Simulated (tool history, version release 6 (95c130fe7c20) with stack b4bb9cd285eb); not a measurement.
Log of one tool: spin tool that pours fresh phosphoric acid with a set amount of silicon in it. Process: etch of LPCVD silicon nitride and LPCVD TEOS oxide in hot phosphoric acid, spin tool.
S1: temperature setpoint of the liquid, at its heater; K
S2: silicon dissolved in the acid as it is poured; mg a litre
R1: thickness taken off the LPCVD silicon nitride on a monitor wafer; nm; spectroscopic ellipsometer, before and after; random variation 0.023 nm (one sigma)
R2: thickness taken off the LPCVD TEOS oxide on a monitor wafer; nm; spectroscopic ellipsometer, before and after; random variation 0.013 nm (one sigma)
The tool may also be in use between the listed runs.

Run 1, day 0: S1 433.15 K, S2 16.5 mg a litre, time under the liquid (s) 180. Result: R1 15.762 nm, R2 0.61007 nm.
Run 2, day 0.258: S1 431.65 K, S2 16.5 mg a litre, time under the liquid (s) 180. Result: R1 14.948 nm, R2 0.63122 nm.
Run 3, day 0.617: S1 429.65 K, S2 16.5 mg a litre, time under the liquid (s) 180. Result: R1 13.979 nm, R2 0.4863 nm.
Run 4, day 0.75: S1 429.65 K, S2 15 mg a litre, time under the liquid (s) 145. Result: R1 11.253 nm, R2 0.42929 nm.
Run 5, day 0.958: S1 431.65 K, S2 15 mg a litre, time under the liquid (s) 145. Result: R1 12.067 nm, R2 0.46867 nm.
Run 6, day 1.096: S1 431.15 K, S2 13 mg a litre, time under the liquid (s) 120. Result: R1 9.8855 nm, R2 0.38387 nm.
Run 7, day 1.454: S1 430.65 K, S2 11 mg a litre, time under the liquid (s) 105. Result: R1 8.4302 nm, R2 0.3264 nm.

The next listed run, before its measurement:
At day 1.625: thermometer replaced.
Run 8, day 1.625: S1 430.15 K, S2 9 mg a litre, time under the liquid (s) 100. Result: R1 ?, R2 ?.

{"run 8": {"R1": 7.2866, "R2": 0.27175}}
